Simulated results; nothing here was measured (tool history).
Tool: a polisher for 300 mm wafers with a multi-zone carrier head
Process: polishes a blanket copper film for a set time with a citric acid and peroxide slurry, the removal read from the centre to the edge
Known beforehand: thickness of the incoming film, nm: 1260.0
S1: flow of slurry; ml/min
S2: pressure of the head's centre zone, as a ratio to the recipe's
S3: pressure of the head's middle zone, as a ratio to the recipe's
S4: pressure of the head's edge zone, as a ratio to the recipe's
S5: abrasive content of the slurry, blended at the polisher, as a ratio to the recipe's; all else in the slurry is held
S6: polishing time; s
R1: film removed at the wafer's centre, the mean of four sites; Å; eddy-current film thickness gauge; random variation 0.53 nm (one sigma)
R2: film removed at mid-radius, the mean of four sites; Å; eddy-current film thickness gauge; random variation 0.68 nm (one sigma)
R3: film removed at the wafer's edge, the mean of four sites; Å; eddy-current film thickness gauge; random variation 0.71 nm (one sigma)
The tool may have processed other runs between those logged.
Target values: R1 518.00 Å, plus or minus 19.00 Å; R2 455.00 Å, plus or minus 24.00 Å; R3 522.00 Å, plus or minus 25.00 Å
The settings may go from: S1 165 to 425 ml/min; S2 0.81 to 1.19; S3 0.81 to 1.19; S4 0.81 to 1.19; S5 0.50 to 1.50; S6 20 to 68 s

run  hour   S1    S2    S3    S4    S5  S6      R1      R2      R3
  1   0.0  275  1.00  1.00  1.00  1.00  44  629.91  642.48  633.12
  2   6.1  305  1.00  1.00  1.00  1.00  44  646.85  661.82  638.78
  3  13.5  305  1.00  1.00  1.00  1.00  50  730.57  733.87  729.91
  4  19.8  305  0.96  1.00  1.00  1.00  50  698.25  721.17  720.54
  5  22.9  305  1.01  1.00  1.00  1.00  50  740.72  737.54  707.07
  6  26.0  300  1.01  0.96  0.99  0.90  47  691.17  683.27  650.52
  7  30.5  280  1.02  0.92  1.03  0.95  43  630.84  578.98  631.16
  8  31.5  275  1.01  0.89  1.03  0.90  42  602.72  558.14  624.23
  9  32.3  270  1.02  0.87  1.03  0.85  40  569.75  508.53  578.21
 10  34.5  265  1.02  0.86  1.02  0.80  40  569.02  493.90  551.42
 11  41.4  255  1.01  0.85  1.02  0.80  40  558.66  493.32  579.18

4 next moves are on the table. One of them brings every result within its allowed miss. Which?
  A  48.3  185  0.83  0.83  1.02  1.05  44   ?   ?   ?
  B  48.3  190  1.06  0.89  1.11  1.00  36   ?   ?   ?
  C  48.3  290  0.98  0.94  0.98  0.85  38   ?   ?   ?
  D  48.3  245  1.12  0.93  0.98  0.70  40   ?   ?   ?

move      R1      R2      R3
   A  493.94  527.60  630.55
   B  516.46  455.51  535.67
   C  526.29  522.35  542.95
   D  603.73  519.93  548.49
A: moves away from the targets compared with the last run
B: in spec on every target
C: brings the last run's worst result on target, with another outside its allowed miss
D: moves away from the targets compared with the last run
Correct choice: B, which meets every target
